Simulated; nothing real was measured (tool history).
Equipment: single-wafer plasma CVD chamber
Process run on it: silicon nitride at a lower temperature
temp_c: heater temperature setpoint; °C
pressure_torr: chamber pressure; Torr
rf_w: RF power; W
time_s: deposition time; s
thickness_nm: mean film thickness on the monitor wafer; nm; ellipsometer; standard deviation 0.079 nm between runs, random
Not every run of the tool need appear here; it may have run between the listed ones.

run	hour	temp_c	pressure_torr	rf_w	time_s	thickness_nm
1	0.0	330	1.20	250	14.7	13.121
2	5.8	330	1.20	250	14.7	13.168
3	7.9	330	1.20	260	14.7	13.381
4	11.0	330	1.26	265	14.7	13.817
5	12.8	330	1.26	265	14.7	13.819
6	15.9	330	1.31	265	14.7	14.015
7	22.1	330	1.36	265	14.7	14.131
# hour 26.2: capacitance manometer re-zeroed and calibrated
8	26.2	330	1.60	285	14.7	15.989
9	28.5	330	1.59	285	14.7	16.127
10	34.9	330	1.57	285	14.7	16.080

Run 11 is up next; what results do you expect?
11	39.0	330	1.56	285	14.7	?

thickness_nm: 15.877 nm
